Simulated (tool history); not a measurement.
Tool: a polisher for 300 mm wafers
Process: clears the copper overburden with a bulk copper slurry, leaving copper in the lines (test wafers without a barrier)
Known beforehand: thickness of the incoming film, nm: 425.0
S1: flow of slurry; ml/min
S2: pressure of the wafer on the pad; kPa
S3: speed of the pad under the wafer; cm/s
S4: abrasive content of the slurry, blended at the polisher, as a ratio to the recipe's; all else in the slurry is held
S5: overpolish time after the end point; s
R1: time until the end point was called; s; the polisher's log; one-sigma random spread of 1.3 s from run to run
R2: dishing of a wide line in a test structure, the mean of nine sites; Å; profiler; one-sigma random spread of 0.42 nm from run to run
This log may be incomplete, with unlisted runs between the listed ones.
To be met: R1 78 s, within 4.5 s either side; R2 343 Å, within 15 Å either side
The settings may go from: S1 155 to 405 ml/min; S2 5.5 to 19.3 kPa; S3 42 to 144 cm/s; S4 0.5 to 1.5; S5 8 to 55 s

Run 1, hour 0: S1 260 ml/min, S2 12.4 kPa, S3 92 cm/s, S4 1, S5 28 s. Result: R1 74.755 s, R2 786.23 Å.
Run 2, hour 0.7: S1 260 ml/min, S2 12.4 kPa, S3 102 cm/s, S4 1, S5 28 s. Result: R1 67.15 s, R2 825.09 Å.
Run 3, hour 7.6: S1 235 ml/min, S2 11 kPa, S3 110 cm/s, S4 0.9, S5 23 s. Result: R1 69.393 s, R2 709.08 Å.
Run 4, hour 13.8: S1 235 ml/min, S2 11 kPa, S3 110 cm/s, S4 1, S5 23 s. Result: R1 69.568 s, R2 726.74 Å.
Run 5, hour 22.8: S1 270 ml/min, S2 9.7 kPa, S3 114 cm/s, S4 0.9, S5 19 s. Result: R1 76.323 s, R2 598.46 Å.
Run 6, hour 25.8: S1 300 ml/min, S2 9 kPa, S3 122 cm/s, S4 0.8, S5 16 s. Result: R1 76.409 s, R2 536.44 Å.
Run 7, hour 32.2: S1 325 ml/min, S2 8.3 kPa, S3 128 cm/s, S4 0.75, S5 14 s. Result: R1 79.959 s, R2 470.4 Å.
Run 8, hour 39.1: S1 345 ml/min, S2 8.3 kPa, S3 132 cm/s, S4 0.7, S5 13 s. Result: R1 76.267 s, R2 460.14 Å.
Run 9, hour 41.3: S1 360 ml/min, S2 7.6 kPa, S3 134 cm/s, S4 0.65, S5 12 s. Result: R1 81.183 s, R2 407.36 Å.
Run 10, hour 44: S1 370 ml/min, S2 7.6 kPa, S3 136 cm/s, S4 0.6, S5 11 s. Result: R1 81.742 s, R2 382.37 Å.
Run 11, hour 50.9: S1 380 ml/min, S2 7.6 kPa, S3 138 cm/s, S4 0.6, S5 10 s. Result: R1 80.938 s, R2 360.05 Å.
Run 12, hour 53.2: S1 405 ml/min, S2 7.6 kPa, S3 142 cm/s, S4 0.6, S5 8 s. Result: R1 77.046 s, R2 305.2 Å.
Run 13, hour 54.9: S1 400 ml/min, S2 7.6 kPa, S3 142 cm/s, S4 0.6, S5 8 s. Result: R1 80.05 s, R2 310.07 Å.
Run 14, hour 58: S1 395 ml/min, S2 7.6 kPa, S3 142 cm/s, S4 0.6, S5 8 s. Result: R1 77.209 s, R2 307.83 Å.
Run 15, hour 59.2: S1 400 ml/min, S2 7.6 kPa, S3 140 cm/s, S4 0.6, S5 15 s. Result: R1 78.622 s, R2 488.48 Å.
Run 16, hour 67.2: S1 400 ml/min, S2 7.6 kPa, S3 140 cm/s, S4 0.6, S5 14 s. Result: R1 77.336 s, R2 465.02 Å.
Run 17, hour 69.9: S1 400 ml/min, S2 7.6 kPa, S3 140 cm/s, S4 0.6, S5 13 s. Result: R1 79.289 s, R2 438.68 Å.
Run 18, hour 71.6: S1 405 ml/min, S2 5.5 kPa, S3 144 cm/s, S4 0.85, S5 8 s. Result: R1 91.711 s, R2 265.07 Å.
Run 19, hour 72.9: S1 405 ml/min, S2 8.3 kPa, S3 140 cm/s, S4 0.75, S5 9 s. Result: R1 69.537 s, R2 369.82 Å.

5 candidate next runs follow, results not yet known. Just one meets every target within its allowed miss. Identify it.
Run A, hour 74.2: S1 405 ml/min, S2 7.6 kPa, S3 144 cm/s, S4 0.55, S5 9 s. Result: R1 ?, R2 ?.
Run B, hour 74.2: S1 405 ml/min, S2 7.6 kPa, S3 128 cm/s, S4 0.65, S5 10 s. Result: R1 ?, R2 ?.
Run C, hour 74.2: S1 405 ml/min, S2 8.3 kPa, S3 132 cm/s, S4 0.8, S5 11 s. Result: R1 ?, R2 ?.
Run D, hour 74.2: S1 385 ml/min, S2 8.3 kPa, S3 140 cm/s, S4 0.8, S5 8 s. Result: R1 ?, R2 ?.
Run E, hour 74.2: S1 405 ml/min, S2 8.3 kPa, S3 144 cm/s, S4 0.75, S5 9 s. Result: R1 ?, R2 ?.

move      R1      R2
   A   77.46  338.12
   B  84.319  343.69
   C  73.118  415.72
   D  69.271  338.36
   E  67.982  376.99
A: in spec on every target
B: moves the result that the last run missed by most past its target, out the other side
C: further off than the last run
D: about as far from the targets as the last run
E: further off than the last run
Answer: A
